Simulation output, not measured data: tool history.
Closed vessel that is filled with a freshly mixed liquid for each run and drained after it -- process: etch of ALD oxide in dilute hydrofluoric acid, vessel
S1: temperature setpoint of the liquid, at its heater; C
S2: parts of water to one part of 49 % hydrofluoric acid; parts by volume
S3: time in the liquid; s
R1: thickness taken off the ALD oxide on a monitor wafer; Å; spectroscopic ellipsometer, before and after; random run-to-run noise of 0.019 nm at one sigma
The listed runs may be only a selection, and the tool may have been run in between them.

| run | hour | S1 | S2 | S3 | R1 |
|---|---|---|---|---|---|
| 1 | 0.0 | 25.0 | 260 | 30 | 29.702 |
| 2 | 2.3 | 25.0 | 260 | 30 | 29.591 |
| 3 | 4.5 | 28.0 | 260 | 30 | 32.602 |
| 4 | 12.1 | 28.0 | 355 | 30 | 21.938 |
| 5 | 13.9 | 26.5 | 355 | 30 | 20.506 |
| 6 | 20.9 | 26.5 | 410 | 30 | 17.005 |
| 7 | 22.7 | 27.5 | 410 | 30 | 17.699 |
| 8 | 30.8 | 27.5 | 410 | 30 | 17.246 |

Forecast run 9:
| 9 | 34.2 | 28.5 | 410 | 30 | ? |

Run 9 produced R1 18.129 Å.

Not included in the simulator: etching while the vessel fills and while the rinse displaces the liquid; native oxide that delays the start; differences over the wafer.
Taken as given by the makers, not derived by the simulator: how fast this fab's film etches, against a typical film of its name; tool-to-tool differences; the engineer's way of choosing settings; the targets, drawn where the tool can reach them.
